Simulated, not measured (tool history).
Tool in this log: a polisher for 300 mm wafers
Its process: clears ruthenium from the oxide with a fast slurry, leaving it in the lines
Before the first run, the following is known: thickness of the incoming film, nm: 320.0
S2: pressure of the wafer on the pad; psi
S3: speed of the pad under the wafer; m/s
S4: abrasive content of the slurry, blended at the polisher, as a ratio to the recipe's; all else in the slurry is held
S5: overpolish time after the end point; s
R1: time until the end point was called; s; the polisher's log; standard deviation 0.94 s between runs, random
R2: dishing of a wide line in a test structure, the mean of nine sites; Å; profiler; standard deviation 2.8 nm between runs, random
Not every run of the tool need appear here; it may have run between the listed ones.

Run 1, hour 0.0: flow of slurry (ml/min) 245, S2 3.3 psi, S3 0.78 m/s, S4 1.00, S5 27 s. Result: R1 75.317 s, R2 797.68 Å.
Run 2, hour 6.3: flow of slurry (ml/min) 290, S2 3.3 psi, S3 0.78 m/s, S4 1.00, S5 27 s. Result: R1 73.063 s, R2 767.64 Å.
Run 3, hour 11.0: flow of slurry (ml/min) 275, S2 3.3 psi, S3 0.78 m/s, S4 1.00, S5 32 s. Result: R1 77.441 s, R2 894.17 Å.
Run 4, hour 12.6: flow of slurry (ml/min) 275, S2 3.3 psi, S3 0.78 m/s, S4 1.15, S5 32 s. Result: R1 71.817 s, R2 952.49 Å.
Run 5, hour 15.6: flow of slurry (ml/min) 270, S2 3.3 psi, S3 0.78 m/s, S4 1.15, S5 35 s. Result: R1 71.138 s, R2 972.54 Å.
Run 6, hour 18.7: flow of slurry (ml/min) 270, S2 4.1 psi, S3 0.78 m/s, S4 1.15, S5 35 s. Result: R1 56.372 s, R2 1202.60 Å.

Forecast run 7:
Run 7, hour 24.4: flow of slurry (ml/min) 270, S2 3.9 psi, S3 0.78 m/s, S4 1.15, S5 38 s. Result: R1 ?, R2 ?.

{"run 7": {"R1": 58.987, "R2": 1239.3}}
